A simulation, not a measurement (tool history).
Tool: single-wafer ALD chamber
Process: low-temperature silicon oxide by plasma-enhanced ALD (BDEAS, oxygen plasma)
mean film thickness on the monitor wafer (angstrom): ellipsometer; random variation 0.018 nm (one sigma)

run  hour  heater temperature setpoint (deg C)  number of ALD cycles (cycles)  mean film thickness on the monitor wafer (angstrom)
  1     0                                  100                             20                                               29.915
  2   0.9                                   98                             21                                                31.57
  3   5.5                                  108                             21                                               31.105
  4   7.1                                   98                             21                                               31.572
  5  10.5                                   98                             24                                               35.923
  6  18.2                                   98                             26                                               39.033
  7  25.3                                  100                             26                                               38.622

The next listed run, before its measurement:
     33.1  -- thermocouple changed; heater temperature recalibrated
  8  33.1                                  101                             26                                                    ?

Run 8 gave mean film thickness on the monitor wafer (angstrom) 39.104.

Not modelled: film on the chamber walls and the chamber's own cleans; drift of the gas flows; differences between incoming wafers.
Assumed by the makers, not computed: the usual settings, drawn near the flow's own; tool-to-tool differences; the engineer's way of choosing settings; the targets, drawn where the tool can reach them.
